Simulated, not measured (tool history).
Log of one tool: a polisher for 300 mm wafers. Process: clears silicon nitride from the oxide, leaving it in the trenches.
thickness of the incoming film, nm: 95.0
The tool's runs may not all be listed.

run  hour  flow of slurry (ml/min)  pressure of the wafer on the pad (kPa)  speed of the pad under the wafer (m/s)  overpolish time after the end point (s)  time until the end point was called (s)
  1   0.0                      210                                    23.4                                    1.16                                        6                                   78.294
  2   4.8                      240                                    23.4                                    1.16                                        6                                   76.437
  3   9.7                      260                                    23.4                                    1.16                                        6                                   76.632
  4  18.4                      260                                    23.4                                    1.42                                        6                                   62.338
  5  20.2                      260                                    21.4                                    1.42                                        6                                   68.258
  6  28.5                      300                                    21.4                                    1.42                                        6                                   66.582
  7  34.6                      300                                    17.9                                    1.38                                        6                                   80.405

The next listed run, before its measurement:
  8  40.1                      300                                    15.2                                    1.36                                        6                                        ?

{"run 8": {"time until the end point was called (s)": 97.709}}

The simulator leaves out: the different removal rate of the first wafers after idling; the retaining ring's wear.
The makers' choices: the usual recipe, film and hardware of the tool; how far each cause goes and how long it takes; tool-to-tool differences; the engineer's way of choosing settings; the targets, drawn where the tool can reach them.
